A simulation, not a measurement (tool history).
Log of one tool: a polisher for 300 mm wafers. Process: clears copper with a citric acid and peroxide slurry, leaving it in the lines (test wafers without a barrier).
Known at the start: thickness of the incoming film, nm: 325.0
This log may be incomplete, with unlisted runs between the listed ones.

run	hour	flow of slurry (ml/min)	pressure of the wafer on the pad (kPa)	speed of the pad under the wafer (m/s)	abrasive content of the slurry	overpolish time after the end point (s)	time until the end point was called (s)	dishing of a wide line in a test structure (angstrom)
1	0.0	140	28.3	1.06	1.0	9	100.800	233.59
2	6.9	140	28.3	1.06	1.0	12	101.390	318.56
3	12.1	145	26.9	1.04	1.0	12	106.160	295.54
4	16.5	145	26.9	1.28	1.0	12	85.431	352.92
5	20.9	145	26.9	1.28	1.0	14	86.913	412.83
6	26.8	150	25.5	1.24	1.0	13	90.563	365.30
7	30.0	150	24.1	1.20	1.0	12	94.746	317.30
8	38.1	150	22.8	1.16	1.0	12	103.280	307.36
9	42.5	150	22.1	1.12	1.0	11	109.130	263.16
10	44.2	150	21.4	1.10	1.0	11	111.580	254.77

Run 11, settings as shown, results not yet in. Your forecast:
11	52.8	150	20.7	1.06	1.0	11	?	?

Run 11 came out at time until the end point was called (s) 116.390, dishing of a wide line in a test structure (angstrom) 247.29.
